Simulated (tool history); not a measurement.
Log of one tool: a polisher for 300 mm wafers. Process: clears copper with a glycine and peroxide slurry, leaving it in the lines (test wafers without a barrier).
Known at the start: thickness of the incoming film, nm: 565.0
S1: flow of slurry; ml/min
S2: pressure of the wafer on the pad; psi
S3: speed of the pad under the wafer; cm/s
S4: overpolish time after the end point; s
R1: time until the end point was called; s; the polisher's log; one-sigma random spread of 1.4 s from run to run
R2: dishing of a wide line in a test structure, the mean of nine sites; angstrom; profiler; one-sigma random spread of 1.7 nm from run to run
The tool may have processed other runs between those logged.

run  hour   S1   S2   S3  S4      R1      R2
  1     0  290  3.1  116  25  91.758  749.14
  2   2.9  290  3.1  128  25  83.208  776.77
  3   5.1  290  3.1  110  25  94.908  739.98
  4   7.6  230  3.1  110  25  98.865  780.12
  5  13.8  225    3  110  25  100.67  726.22
  6  22.5  225    3  110  33  99.432   868.8
  7    27  225  2.9  110  33  99.422  866.56
  8  28.4  225  2.7  110  33  108.31  844.84

Forecast run 9:
  9  33.9  225  2.6  110  32   ?   ?

Run 9 produced R1 109.14 s, R2 809.28 angstrom.

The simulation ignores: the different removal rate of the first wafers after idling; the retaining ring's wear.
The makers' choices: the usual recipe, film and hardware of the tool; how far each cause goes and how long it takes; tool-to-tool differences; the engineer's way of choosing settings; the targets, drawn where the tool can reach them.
